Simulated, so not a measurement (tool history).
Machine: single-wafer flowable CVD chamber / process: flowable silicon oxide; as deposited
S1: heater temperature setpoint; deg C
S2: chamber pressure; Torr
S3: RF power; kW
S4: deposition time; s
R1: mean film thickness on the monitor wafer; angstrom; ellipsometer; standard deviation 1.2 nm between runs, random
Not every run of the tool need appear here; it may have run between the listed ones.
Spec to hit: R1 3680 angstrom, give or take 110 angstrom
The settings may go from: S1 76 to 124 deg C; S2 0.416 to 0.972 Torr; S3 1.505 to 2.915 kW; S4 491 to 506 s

{"run": 1, "day": 0.0, "S1": 100, "S2": 0.694, "S3": 2.21, "S4": 491, "R1": 2430.5}
{"run": 2, "day": 0.212, "S1": 98, "S2": 0.695, "S3": 2.21, "S4": 491, "R1": 2572.1}
{"run": 3, "day": 0.358, "S1": 96, "S2": 0.696, "S3": 2.21, "S4": 491, "R1": 2720.4}
{"run": 4, "day": 0.621, "S1": 96, "S2": 0.79, "S3": 2.21, "S4": 491, "R1": 3083}
{"run": 5, "day": 0.892, "S1": 95, "S2": 0.791, "S3": 2.21, "S4": 491, "R1": 3169.4}
{"run": 6, "day": 1.254, "S1": 95, "S2": 0.696, "S3": 2.21, "S4": 491, "R1": 2814.7}
{"run": 7, "day": 1.621, "S1": 93, "S2": 0.697, "S3": 2.21, "S4": 491, "R1": 2963.8}
{"run": 8, "day": 1.983, "S1": 92, "S2": 0.698, "S3": 2.21, "S4": 491, "R1": 3066.9}
{"run": 9, "day": 2.083, "S1": 91, "S2": 0.699, "S3": 2.21, "S4": 491, "R1": 3163.9}
{"run": 10, "day": 2.417, "S1": 90, "S2": 0.699, "S3": 2.21, "S4": 491, "R1": 3244.2}
{"run": 11, "day": 2.775, "S1": 89, "S2": 0.699, "S3": 2.21, "S4": 491, "R1": 3381.4}
{"run": 12, "day": 2.904, "S1": 88, "S2": 0.699, "S3": 2.21, "S4": 491, "R1": 3475.7}
{"run": 13, "day": 2.979, "S1": 87, "S2": 0.699, "S3": 2.21, "S4": 491, "R1": 3550.7}

Which one of the following 4 next-run settings gets every result inside its allowed miss? There is exactly one.
{"run": "A", "day": 3.054, "S1": 88, "S2": 0.701, "S3": 2.175, "S4": 491, "R1": "?"}
{"run": "B", "day": 3.054, "S1": 79, "S2": 0.653, "S3": 2.135, "S4": 491, "R1": "?"}
{"run": "C", "day": 3.054, "S1": 80, "S2": 0.596, "S3": 2.355, "S4": 492, "R1": "?"}
{"run": "D", "day": 3.054, "S1": 87, "S2": 0.739, "S3": 2.35, "S4": 503, "R1": "?"}

move=A R1=3451.5
move=B R1=4061.6
move=C R1=3722.4
move=D R1=3888.5
A: further off than the last run
B: moves the result that the last run missed by most past its target, out the other side
C: all results land within tolerance of their targets
D: moves the result that the last run missed by most past its target, out the other side
Answer: C
